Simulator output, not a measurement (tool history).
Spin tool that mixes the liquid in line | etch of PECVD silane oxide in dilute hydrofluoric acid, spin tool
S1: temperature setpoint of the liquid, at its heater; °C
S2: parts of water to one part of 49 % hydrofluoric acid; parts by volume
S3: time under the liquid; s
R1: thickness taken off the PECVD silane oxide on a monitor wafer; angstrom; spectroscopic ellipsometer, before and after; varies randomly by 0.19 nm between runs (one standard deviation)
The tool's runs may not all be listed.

Run 1, day 0: S1 25 °C, S2 90 parts by volume, S3 45 s. Result: R1 173.55 angstrom.
Run 2, day 0.112: S1 25 °C, S2 120 parts by volume, S3 45 s. Result: R1 126.36 angstrom.
Run 3, day 0.146: S1 26.5 °C, S2 115 parts by volume, S3 45 s. Result: R1 141.17 angstrom.
Run 4, day 0.483: S1 26.5 °C, S2 115 parts by volume, S3 45 s. Result: R1 141.87 angstrom.
Run 5, day 0.579: S1 28 °C, S2 110 parts by volume, S3 45 s. Result: R1 156.7 angstrom.
Run 6, day 0.879: S1 30 °C, S2 110 parts by volume, S3 45 s. Result: R1 167.68 angstrom.
Run 7, day 1.067: S1 30.5 °C, S2 105 parts by volume, S3 45 s. Result: R1 180.81 angstrom.
Run 8, day 1.333: S1 31 °C, S2 105 parts by volume, S3 45 s. Result: R1 182.9 angstrom.

Predict the results of run 9:
Run 9, day 1.458: S1 31.5 °C, S2 105 parts by volume, S3 45 s. Result: R1 ?.

Run 9 yielded R1 190.93 angstrom.
